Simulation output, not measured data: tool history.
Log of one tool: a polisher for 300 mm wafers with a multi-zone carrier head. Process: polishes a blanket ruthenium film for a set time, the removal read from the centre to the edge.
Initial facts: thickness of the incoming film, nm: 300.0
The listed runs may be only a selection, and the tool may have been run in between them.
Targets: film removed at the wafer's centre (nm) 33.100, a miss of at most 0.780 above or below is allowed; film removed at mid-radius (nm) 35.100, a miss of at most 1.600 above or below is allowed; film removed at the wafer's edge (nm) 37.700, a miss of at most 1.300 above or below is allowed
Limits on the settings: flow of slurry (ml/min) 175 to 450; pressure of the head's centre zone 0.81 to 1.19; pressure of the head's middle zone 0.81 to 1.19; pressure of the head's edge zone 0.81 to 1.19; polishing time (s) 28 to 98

run	day	flow of slurry (ml/min)	pressure of the head's centre zone	pressure of the head's middle zone	pressure of the head's edge zone	polishing time (s)	film removed at the wafer's centre (nm)	film removed at mid-radius (nm)	film removed at the wafer's edge (nm)
1	0.000	290	1.00	1.00	1.00	63	59.595	59.844	58.554
2	0.333	285	0.98	0.98	0.99	60	55.430	54.551	56.896
3	0.612	315	0.98	0.98	0.99	60	56.231	55.264	56.620
4	0.667	345	0.98	0.98	0.99	60	56.149	56.442	56.700
5	0.775	345	0.97	0.98	0.98	57	53.564	52.720	53.916
6	1.054	345	0.97	0.98	0.98	42	39.698	40.277	40.013
7	1.088	340	0.95	0.97	0.97	42	38.492	39.615	39.655
8	1.188	335	0.94	0.96	0.96	42	38.203	38.450	39.577
9	1.483	330	0.93	0.96	0.95	42	37.855	39.050	39.155
10	1.650	325	0.92	0.95	0.95	42	37.384	37.437	39.337
11	1.992	320	0.91	0.95	0.95	42	37.205	38.090	39.021
12	2.350	315	0.90	0.94	0.95	42	36.297	38.299	39.374
13	2.479	310	0.89	0.93	0.94	42	35.538	36.267	38.617
14	2.604	305	0.88	0.93	0.94	42	35.786	36.866	38.587
15	2.754	305	0.88	0.93	0.94	42	35.626	36.770	38.432
16	3.017	300	0.87	0.93	0.94	42	34.766	35.992	38.866
17	3.108	295	0.87	0.93	0.94	42	35.165	36.898	38.712
18	3.400	295	0.86	0.93	0.94	42	34.735	36.657	38.928

Which of these 4 next moves meets every target?
A	3.692	255	0.85	0.81	0.95	46	?	?	?
B	3.692	175	0.81	0.83	1.06	45	?	?	?
C	3.692	295	0.81	0.87	0.89	42	?	?	?
D	3.692	280	0.91	0.95	0.97	42	?	?	?

move	film removed at the wafer's centre (nm)	film removed at mid-radius (nm)	film removed at the wafer's edge (nm)
A	36.941	35.450	41.598
B	32.350	33.274	41.000
C	32.972	34.921	37.300
D	36.306	37.332	38.614
A: moves away from the targets compared with the last run
B: the furthest-off result lands on target, but another misses its tolerance
C: in spec on every target
D: moves away from the targets compared with the last run
Correct choice: C, which meets every target
